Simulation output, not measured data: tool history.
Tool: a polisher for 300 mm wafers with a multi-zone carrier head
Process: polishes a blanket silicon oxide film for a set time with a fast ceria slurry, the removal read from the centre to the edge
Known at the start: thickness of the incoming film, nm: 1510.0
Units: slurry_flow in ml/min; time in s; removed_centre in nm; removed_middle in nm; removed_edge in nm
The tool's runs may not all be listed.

run 1 hour=0.0 | slurry_flow=315 centre_zone=1.00 middle_zone=1.00 edge_zone=1.00 time=24 | removed_centre=647.24 removed_middle=643.51 removed_edge=660.56
run 2 hour=3.6 | slurry_flow=315 centre_zone=1.01 middle_zone=1.02 edge_zone=0.97 time=22 | removed_centre=594.70 removed_middle=597.34 removed_edge=588.90
run 3 hour=11.6 | slurry_flow=380 centre_zone=1.01 middle_zone=1.02 edge_zone=0.97 time=22 | removed_centre=612.28 removed_middle=595.70 removed_edge=588.03
run 4 hour=13.3 | slurry_flow=380 centre_zone=1.09 middle_zone=1.02 edge_zone=0.97 time=22 | removed_centre=651.14 removed_middle=606.49 removed_edge=591.21
run 5 hour=20.0 | slurry_flow=420 centre_zone=1.09 middle_zone=1.02 edge_zone=0.97 time=22 | removed_centre=659.71 removed_middle=603.33 removed_edge=599.46
run 6 hour=21.0 | slurry_flow=420 centre_zone=1.17 middle_zone=1.02 edge_zone=0.97 time=22 | removed_centre=731.75 removed_middle=614.91 removed_edge=585.53

Forecast run 7:
run 7 hour=28.4 | slurry_flow=415 centre_zone=1.14 middle_zone=1.04 edge_zone=0.94 time=21 | removed_centre=? removed_middle=? removed_edge=?

For run 7 the tool returned removed_centre 662.78 nm, removed_middle 590.17 nm, removed_edge 562.24 nm.

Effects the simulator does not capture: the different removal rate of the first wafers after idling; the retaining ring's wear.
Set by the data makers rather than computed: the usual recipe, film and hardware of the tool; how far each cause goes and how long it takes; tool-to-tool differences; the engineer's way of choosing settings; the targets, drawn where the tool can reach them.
